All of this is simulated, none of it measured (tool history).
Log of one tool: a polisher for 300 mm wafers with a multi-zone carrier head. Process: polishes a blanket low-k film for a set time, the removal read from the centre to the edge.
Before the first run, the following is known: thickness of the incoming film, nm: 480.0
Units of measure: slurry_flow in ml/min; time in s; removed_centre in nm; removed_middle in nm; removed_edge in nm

Run 1, hour 0: slurry_flow 260 ml/min, centre_zone 1, middle_zone 1, edge_zone 1, slurry_solids 1, time 53 s. Result: removed_centre 11.618 nm, removed_middle 12.921 nm, removed_edge 12.972 nm.
Run 2, hour 0.8: slurry_flow 285 ml/min, centre_zone 1, middle_zone 1, edge_zone 1, slurry_solids 1, time 53 s. Result: removed_centre 11.792 nm, removed_middle 12.864 nm, removed_edge 12.712 nm.
Run 3, hour 2.3: slurry_flow 225 ml/min, centre_zone 1, middle_zone 1, edge_zone 1, slurry_solids 1, time 53 s. Result: removed_centre 11.449 nm, removed_middle 12.754 nm, removed_edge 12.456 nm.
Run 4, hour 8.3: slurry_flow 220 ml/min, centre_zone 1.02, middle_zone 1, edge_zone 0.99, slurry_solids 1, time 53 s. Result: removed_centre 11.458 nm, removed_middle 12.74 nm, removed_edge 12.391 nm.
Run 5, hour 17.1: slurry_flow 220 ml/min, centre_zone 1.02, middle_zone 1, edge_zone 0.99, slurry_solids 1.2, time 53 s. Result: removed_centre 12.488 nm, removed_middle 13.564 nm, removed_edge 13.445 nm.
Run 6, hour 26.1: slurry_flow 280 ml/min, centre_zone 1.02, middle_zone 1, edge_zone 0.99, slurry_solids 1.2, time 53 s. Result: removed_centre 13.11 nm, removed_middle 14.206 nm, removed_edge 14.054 nm.
Run 7, hour 27.4: slurry_flow 275 ml/min, centre_zone 1.04, middle_zone 0.99, edge_zone 0.97, slurry_solids 1.2, time 53 s. Result: removed_centre 13.321 nm, removed_middle 13.89 nm, removed_edge 13.742 nm.
Run 8, hour 31.7: slurry_flow 275 ml/min, centre_zone 1.04, middle_zone 0.99, edge_zone 0.97, slurry_solids 1.2, time 53 s. Result: removed_centre 13.081 nm, removed_middle 14.018 nm, removed_edge 13.701 nm.
Run 9, hour 36.1: slurry_flow 270 ml/min, centre_zone 1.06, middle_zone 0.97, edge_zone 0.95, slurry_solids 1.2, time 53 s. Result: removed_centre 13.572 nm, removed_middle 13.65 nm, removed_edge 13.605 nm.

Predict the results of run 10:
Run 10, hour 44: slurry_flow 265 ml/min, centre_zone 1.07, middle_zone 0.97, edge_zone 0.93, slurry_solids 1.2, time 53 s. Result: removed_centre ?, removed_middle ?, removed_edge ?.

{"run 10": {"removed_centre": 13.815, "removed_middle": 13.566, "removed_edge": 13.428}}
